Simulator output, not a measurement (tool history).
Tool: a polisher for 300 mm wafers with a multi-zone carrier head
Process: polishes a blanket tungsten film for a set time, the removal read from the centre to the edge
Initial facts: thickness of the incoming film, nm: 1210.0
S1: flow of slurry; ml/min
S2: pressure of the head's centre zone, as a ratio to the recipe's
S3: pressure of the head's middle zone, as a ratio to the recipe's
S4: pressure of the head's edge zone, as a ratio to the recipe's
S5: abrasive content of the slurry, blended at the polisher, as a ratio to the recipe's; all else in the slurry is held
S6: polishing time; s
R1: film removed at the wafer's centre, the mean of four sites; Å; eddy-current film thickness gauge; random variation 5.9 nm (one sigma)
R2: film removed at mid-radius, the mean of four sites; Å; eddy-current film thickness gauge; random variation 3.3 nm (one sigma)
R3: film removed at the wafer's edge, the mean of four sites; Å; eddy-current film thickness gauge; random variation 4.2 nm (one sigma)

run  hour   S1    S2    S3    S4    S5  S6      R1      R2      R3
  1   0.0  260  1.00  1.00  1.00  1.00  46  2900.3  2954.5  2989.4
  2   6.2  265  1.03  1.01  1.02  1.10  47  3133.2  3032.9  3187.9
  3  11.7  270  1.05  1.03  1.02  1.15  48  3351.1  3264.2  3319.0
  4  16.8  270  1.05  1.03  1.02  1.25  48  3386.4  3296.9  3354.5
  5  18.3  270  1.05  1.03  1.02  1.40  48  3395.1  3417.3  3475.1
  6  19.2  295  1.05  1.03  1.02  1.40  48  3526.8  3404.7  3516.8

Run 7 is up next; what results do you expect?
  7  20.9  305  1.07  1.05  1.03  1.40  48   ?   ?   ?

R1: 3588.4 Å
R2: 3497.9 Å
R3: 3521.0 Å
